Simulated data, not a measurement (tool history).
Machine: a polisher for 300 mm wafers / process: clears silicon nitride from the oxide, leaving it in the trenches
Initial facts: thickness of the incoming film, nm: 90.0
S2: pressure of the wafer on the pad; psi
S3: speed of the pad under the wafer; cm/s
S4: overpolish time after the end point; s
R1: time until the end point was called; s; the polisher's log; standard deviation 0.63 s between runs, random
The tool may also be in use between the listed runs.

Run 1, hour 0: flow of slurry (ml/min) 165, S2 2.9 psi, S3 120 cm/s, S4 36 s. Result: R1 84.434 s.
Run 2, hour 1.9: flow of slurry (ml/min) 170, S2 3.1 psi, S3 120 cm/s, S4 36 s. Result: R1 79.001 s.
Run 3, hour 2.6: flow of slurry (ml/min) 135, S2 3.1 psi, S3 120 cm/s, S4 36 s. Result: R1 83.387 s.
Run 4, hour 7: flow of slurry (ml/min) 150, S2 3.2 psi, S3 120 cm/s, S4 36 s. Result: R1 79.545 s.
Run 5, hour 14.2: flow of slurry (ml/min) 110, S2 3.2 psi, S3 120 cm/s, S4 36 s. Result: R1 82.973 s.
Run 6, hour 22.4: flow of slurry (ml/min) 120, S2 3.3 psi, S3 120 cm/s, S4 36 s. Result: R1 81.271 s.
Run 7, hour 28.7: flow of slurry (ml/min) 135, S2 3.4 psi, S3 120 cm/s, S4 36 s. Result: R1 75.902 s.
Run 8, hour 29.5: flow of slurry (ml/min) 150, S2 3.5 psi, S3 120 cm/s, S4 36 s. Result: R1 72.735 s.
Run 9, hour 36.7: flow of slurry (ml/min) 160, S2 3.6 psi, S3 120 cm/s, S4 36 s. Result: R1 70.574 s.

Run 10, settings as shown, results not yet in. Your forecast:
Run 10, hour 39.7: flow of slurry (ml/min) 165, S2 3.7 psi, S3 120 cm/s, S4 36 s. Result: R1 ?.

R1: 67.686 s

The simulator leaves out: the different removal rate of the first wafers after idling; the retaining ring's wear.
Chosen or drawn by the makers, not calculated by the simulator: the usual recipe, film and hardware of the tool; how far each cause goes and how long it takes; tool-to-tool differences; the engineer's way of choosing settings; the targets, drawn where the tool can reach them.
